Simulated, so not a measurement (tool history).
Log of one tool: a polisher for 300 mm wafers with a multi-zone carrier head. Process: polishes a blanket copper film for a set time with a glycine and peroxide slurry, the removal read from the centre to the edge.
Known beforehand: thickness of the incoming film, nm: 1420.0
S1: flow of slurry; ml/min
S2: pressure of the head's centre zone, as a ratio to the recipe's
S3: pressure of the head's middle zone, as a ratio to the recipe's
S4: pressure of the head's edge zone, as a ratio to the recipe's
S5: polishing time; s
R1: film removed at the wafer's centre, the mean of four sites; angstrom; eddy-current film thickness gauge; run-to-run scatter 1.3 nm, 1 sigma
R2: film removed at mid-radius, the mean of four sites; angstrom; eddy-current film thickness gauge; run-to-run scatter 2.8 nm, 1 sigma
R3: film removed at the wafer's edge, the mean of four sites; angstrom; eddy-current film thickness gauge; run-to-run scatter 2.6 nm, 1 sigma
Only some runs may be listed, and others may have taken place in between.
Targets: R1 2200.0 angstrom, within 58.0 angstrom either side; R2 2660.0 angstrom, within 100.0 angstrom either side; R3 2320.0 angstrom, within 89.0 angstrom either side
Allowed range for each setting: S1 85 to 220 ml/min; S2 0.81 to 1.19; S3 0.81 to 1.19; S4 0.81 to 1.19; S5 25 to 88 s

Run 1, hour 0.0: S1 140 ml/min, S2 1.00, S3 1.00, S4 1.00, S5 56 s. Result: R1 2165.5 angstrom, R2 2155.2 angstrom, R3 2161.4 angstrom.
Run 2, hour 0.6: S1 145 ml/min, S2 0.99, S3 1.02, S4 1.00, S5 56 s. Result: R1 2176.5 angstrom, R2 2275.7 angstrom, R3 2144.6 angstrom.
Run 3, hour 4.7: S1 120 ml/min, S2 0.99, S3 1.02, S4 1.00, S5 56 s. Result: R1 2074.8 angstrom, R2 2131.9 angstrom, R3 2164.5 angstrom.
Run 4, hour 9.9: S1 145 ml/min, S2 0.99, S3 1.02, S4 1.00, S5 56 s. Result: R1 2177.7 angstrom, R2 2157.5 angstrom, R3 2179.4 angstrom.
Run 5, hour 15.5: S1 145 ml/min, S2 1.05, S3 1.02, S4 1.00, S5 56 s. Result: R1 2330.1 angstrom, R2 2211.6 angstrom, R3 2181.4 angstrom.
Run 6, hour 18.9: S1 145 ml/min, S2 0.98, S3 1.02, S4 1.00, S5 56 s. Result: R1 2146.5 angstrom, R2 2213.1 angstrom, R3 2201.3 angstrom.
Run 7, hour 25.1: S1 145 ml/min, S2 0.98, S3 1.02, S4 1.00, S5 56 s. Result: R1 2161.8 angstrom, R2 2263.3 angstrom, R3 2204.2 angstrom.
Run 8, hour 26.8: S1 180 ml/min, S2 0.93, S3 1.12, S4 1.02, S5 57 s. Result: R1 2191.4 angstrom, R2 2499.6 angstrom, R3 2320.0 angstrom.
Run 9, hour 28.0: S1 180 ml/min, S2 0.93, S3 1.13, S4 1.02, S5 57 s. Result: R1 2177.9 angstrom, R2 2544.6 angstrom, R3 2338.1 angstrom.

5 candidate next runs follow, results not yet known. Just one meets every target within its allowed miss. Identify it.
Run A, hour 29.2: S1 185 ml/min, S2 0.90, S3 1.02, S4 1.04, S5 59 s. Result: R1 ?, R2 ?, R3 ?.
Run B, hour 29.2: S1 190 ml/min, S2 0.93, S3 1.19, S4 1.03, S5 57 s. Result: R1 ?, R2 ?, R3 ?.
Run C, hour 29.2: S1 175 ml/min, S2 0.90, S3 1.06, S4 1.09, S5 59 s. Result: R1 ?, R2 ?, R3 ?.
Run D, hour 29.2: S1 160 ml/min, S2 0.96, S3 1.11, S4 1.08, S5 57 s. Result: R1 ?, R2 ?, R3 ?.
Run E, hour 29.2: S1 210 ml/min, S2 0.93, S3 1.04, S4 1.09, S5 57 s. Result: R1 ?, R2 ?, R3 ?.

move      R1      R2      R3
   A  2200.8  2404.9  2410.9
   B  2210.3  2602.7  2321.1
   C  2178.4  2447.2  2450.0
   D  2206.0  2402.2  2326.9
   E  2245.6  2400.2  2417.9
A: lands further from the targets than the last run did
B: hits every target within its allowed miss
C: lands further from the targets than the last run did
D: lands further from the targets than the last run did
E: lands further from the targets than the last run did
B is the move that brings every result within its allowed miss.

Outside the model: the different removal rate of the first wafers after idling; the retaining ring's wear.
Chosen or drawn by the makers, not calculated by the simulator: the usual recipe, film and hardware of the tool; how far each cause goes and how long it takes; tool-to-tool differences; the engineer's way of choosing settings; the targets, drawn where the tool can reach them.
